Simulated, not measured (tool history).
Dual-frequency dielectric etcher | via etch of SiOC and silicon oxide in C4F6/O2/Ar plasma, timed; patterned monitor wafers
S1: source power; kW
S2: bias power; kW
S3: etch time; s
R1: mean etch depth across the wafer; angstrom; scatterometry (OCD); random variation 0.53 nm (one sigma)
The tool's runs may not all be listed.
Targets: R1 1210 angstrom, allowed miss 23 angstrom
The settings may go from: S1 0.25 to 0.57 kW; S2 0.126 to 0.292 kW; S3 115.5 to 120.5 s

run,hour,S1,S2,S3,R1
1,0,0.41,0.209,115.5,1586.2
2,5.1,0.39,0.2,115.5,1500
3,9.1,0.37,0.2,115.5,1464.3
4,13.5,0.37,0.2,115.5,1458.1
5,15.9,0.34,0.2,115.5,1376.3
6,18.9,0.34,0.2,115.5,1386.3
7,20.1,0.33,0.199,115.5,1347.9
8,28.4,0.32,0.199,115.5,1324
9,34.4,0.31,0.199,115.5,1302.1
10,39.9,0.29,0.198,115.5,1244.4
11,47.1,0.27,0.197,115.5,1172
12,49.7,0.29,0.198,115.5,1246.5

4 next moves are on the table. One of them brings every result within its allowed miss. Which?
A,52.3,0.28,0.217,118,?
B,52.3,0.26,0.249,117,?
C,52.3,0.26,0.221,117,?
D,52.3,0.27,0.214,120,?

move,R1
A,1275.2
B,1256.1
C,1203.1
D,1256
A: further off than the last run
B: further off than the last run
C: meets every target
D: further off than the last run
The right move is C.
